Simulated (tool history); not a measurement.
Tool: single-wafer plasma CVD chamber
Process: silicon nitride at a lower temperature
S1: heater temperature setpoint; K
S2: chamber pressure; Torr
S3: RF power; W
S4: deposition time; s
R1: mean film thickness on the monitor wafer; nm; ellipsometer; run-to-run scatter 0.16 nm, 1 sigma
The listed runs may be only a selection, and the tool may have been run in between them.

{"run": 1, "hour": 0.0, "S1": 628.15, "S2": 1.84, "S3": 310, "S4": 31.6, "R1": 39.307}
{"run": 2, "hour": 8.6, "S1": 623.15, "S2": 1.84, "S3": 310, "S4": 31.6, "R1": 39.716}
{"run": 3, "hour": 14.6, "S1": 622.15, "S2": 1.96, "S3": 310, "S4": 31.6, "R1": 40.091}
{"run": 4, "hour": 18.1, "S1": 628.15, "S2": 1.96, "S3": 310, "S4": 31.6, "R1": 39.844}
{"run": 5, "hour": 20.4, "S1": 628.15, "S2": 1.64, "S3": 310, "S4": 31.6, "R1": 38.357}
{"run": 6, "hour": 26.9, "S1": 637.15, "S2": 1.64, "S3": 310, "S4": 31.6, "R1": 37.887}
{"run": 7, "hour": 31.8, "S1": 636.15, "S2": 1.8, "S3": 315, "S4": 31.6, "R1": 39.675}
{"run": 8, "hour": 34.7, "S1": 636.15, "S2": 1.92, "S3": 315, "S4": 31.6, "R1": 40.463}
{"run": 9, "hour": 36.1, "S1": 636.15, "S2": 2.01, "S3": 315, "S4": 31.6, "R1": 41.098}
{"run": 10, "hour": 44.4, "S1": 636.15, "S2": 2.09, "S3": 315, "S4": 31.6, "R1": 41.487}
{"run": 11, "hour": 45.3, "S1": 636.15, "S2": 2.16, "S3": 315, "S4": 31.6, "R1": 41.724}
{"run": 12, "hour": 49.4, "S1": 636.15, "S2": 2.22, "S3": 315, "S4": 31.6, "R1": 42.038}
{"run": 13, "hour": 56.7, "S1": 636.15, "S2": 2.27, "S3": 315, "S4": 31.6, "R1": 42.251}

Estimate the outcome of run 14 from the log above:
{"run": 14, "hour": 57.7, "S1": 636.15, "S2": 2.31, "S3": 315, "S4": 31.6, "R1": "?"}

{"run 14": {"R1": 42.211}}
